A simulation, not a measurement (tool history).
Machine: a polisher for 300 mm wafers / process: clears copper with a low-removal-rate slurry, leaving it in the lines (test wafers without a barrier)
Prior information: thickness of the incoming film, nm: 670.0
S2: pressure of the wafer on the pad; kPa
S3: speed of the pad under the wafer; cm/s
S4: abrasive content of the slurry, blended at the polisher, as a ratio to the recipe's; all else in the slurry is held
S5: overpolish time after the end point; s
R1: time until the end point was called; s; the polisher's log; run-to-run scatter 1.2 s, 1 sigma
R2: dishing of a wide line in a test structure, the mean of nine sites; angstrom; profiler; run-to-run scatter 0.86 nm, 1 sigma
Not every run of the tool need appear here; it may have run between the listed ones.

{"run": 1, "hour": 0.0, "flow of slurry (ml/min)": 305, "S2": 28.3, "S3": 112, "S4": 1, "S5": 8, "R1": 124.43, "R2": 312.12}
{"run": 2, "hour": 7.1, "flow of slurry (ml/min)": 305, "S2": 29.6, "S3": 112, "S4": 1, "S5": 8, "R1": 114.74, "R2": 328.87}
{"run": 3, "hour": 8.1, "flow of slurry (ml/min)": 305, "S2": 36.5, "S3": 112, "S4": 1, "S5": 8, "R1": 94.377, "R2": 387.71}
{"run": 4, "hour": 16.4, "flow of slurry (ml/min)": 305, "S2": 36.5, "S3": 100, "S4": 1, "S5": 8, "R1": 107.22, "R2": 359.77}
{"run": 5, "hour": 23.8, "flow of slurry (ml/min)": 305, "S2": 36.5, "S3": 100, "S4": 1, "S5": 11, "R1": 107.28, "R2": 466.4}
{"run": 6, "hour": 30.1, "flow of slurry (ml/min)": 305, "S2": 36.5, "S3": 100, "S4": 1, "S5": 9, "R1": 109.3, "R2": 416.21}

Estimate the outcome of run 7 from the log above:
{"run": 7, "hour": 34.6, "flow of slurry (ml/min)": 305, "S2": 37.2, "S3": 102, "S4": 1, "S5": 9, "R1": "?", "R2": "?"}

R1: 102.45 s
R2: 398.51 angstrom
